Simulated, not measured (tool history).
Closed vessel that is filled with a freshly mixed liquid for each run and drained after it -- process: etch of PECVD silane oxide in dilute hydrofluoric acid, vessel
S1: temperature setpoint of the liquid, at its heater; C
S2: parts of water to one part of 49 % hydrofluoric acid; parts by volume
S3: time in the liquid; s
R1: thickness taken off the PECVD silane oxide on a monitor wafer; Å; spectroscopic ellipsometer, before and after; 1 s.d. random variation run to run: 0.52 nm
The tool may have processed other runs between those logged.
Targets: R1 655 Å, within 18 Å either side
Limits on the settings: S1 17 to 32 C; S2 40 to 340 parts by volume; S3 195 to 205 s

run    day    S1   S2   S3      R1
  1      0    24  190  195  501.91
  2  0.042    25  190  195  525.28
  3  0.079  23.5  190  195  504.06
  4  0.179  24.5  190  195  521.23
  5  0.562  24.5  190  205  549.99
  6  0.792  22.5  190  205  499.84
  7  1.067  23.5  190  205  516.38
  8  1.129  27.5  185  205  629.17
  9  1.483    28  185  205  632.53

4 candidate next runs follow, results not yet known. Just one meets every target within its allowed miss. Identify it.
  A  1.838  27.5  170  195   ?
  B  1.838    32  185  195   ?
  C  1.838    28  165  195   ?
  D  1.838  25.5  170  200   ?

move      R1
   A  656.37
   B  693.69
   C  692.86
   D  625.53
A: in spec on every target
B: moves the result that the last run missed by most past its target, out the other side
C: moves the result that the last run missed by most past its target, out the other side
D: moves away from the targets compared with the last run
The move that meets every target is A.
